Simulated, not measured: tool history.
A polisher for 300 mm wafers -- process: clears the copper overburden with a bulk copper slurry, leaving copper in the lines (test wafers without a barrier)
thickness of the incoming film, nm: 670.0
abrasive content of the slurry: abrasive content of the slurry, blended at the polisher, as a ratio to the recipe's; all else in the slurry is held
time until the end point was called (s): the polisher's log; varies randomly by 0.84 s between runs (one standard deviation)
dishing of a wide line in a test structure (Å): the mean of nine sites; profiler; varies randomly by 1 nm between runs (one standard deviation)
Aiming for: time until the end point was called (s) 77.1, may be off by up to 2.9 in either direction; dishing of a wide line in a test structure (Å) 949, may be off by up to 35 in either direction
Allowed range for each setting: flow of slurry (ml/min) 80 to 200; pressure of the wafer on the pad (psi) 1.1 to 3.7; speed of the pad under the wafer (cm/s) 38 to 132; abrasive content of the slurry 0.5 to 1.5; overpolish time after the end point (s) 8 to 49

run  hour  flow of slurry (ml/min)  pressure of the wafer on the pad (psi)  speed of the pad under the wafer (cm/s)  abrasive content of the slurry  overpolish time after the end point (s)  time until the end point was called (s)  dishing of a wide line in a test structure (Å)
  1     0                      130                                     2.4                                       84                               1                                       25                                   108.39                                           737.7
  2   3.9                      135                                     2.5                                       84                               1                                       25                                   102.18                                           771.6
  3   7.7                      135                                     2.5                                       84                               1                                       31                                   103.17                                          853.41
  4  11.1                      140                                     2.6                                       84                               1                                       30                                   99.422                                          886.89
  5  17.2                      140                                     2.6                                       84                               1                                       22                                   96.026                                           737.3
  6  21.2                      140                                     2.6                                       84                             1.1                                       22                                   96.918                                          744.21
  7    24                      140                                     2.7                                       84                             1.1                                       22                                   94.476                                          757.95
  8  28.4                      140                                     2.8                                       84                             1.1                                       22                                   90.879                                          773.42

Which of these 5 next moves meets every target?
  A  32.8                      190                                     3.3                                       74                            0.95                                       21                                        ?                                               ?
  B  32.8                      145                                     2.9                                       60                            1.15                                       46                                        ?                                               ?
  C  32.8                       90                                     3.4                                       92                               1                                       20                                        ?                                               ?
  D  32.8                      125                                     2.5                                       82                             1.1                                       21                                        ?                                               ?
  E  32.8                       90                                     3.4                                       90                            1.05                                       25                                        ?                                               ?

move  time until the end point was called (s)  dishing of a wide line in a test structure (Å)
   A                                    85.89                                          797.23
   B                                   118.42                                          1014.7
   C                                   75.666                                          841.27
   D                                    103.5                                          680.08
   E                                   76.579                                             954
A: an improvement on the last run, though not all results are within tolerance
B: moves the result that the last run missed by most past its target, out the other side
C: an improvement on the last run, though not all results are within tolerance
D: the biggest miss grows against the last run
E: hits every target within its allowed miss
Move E is the one to make.
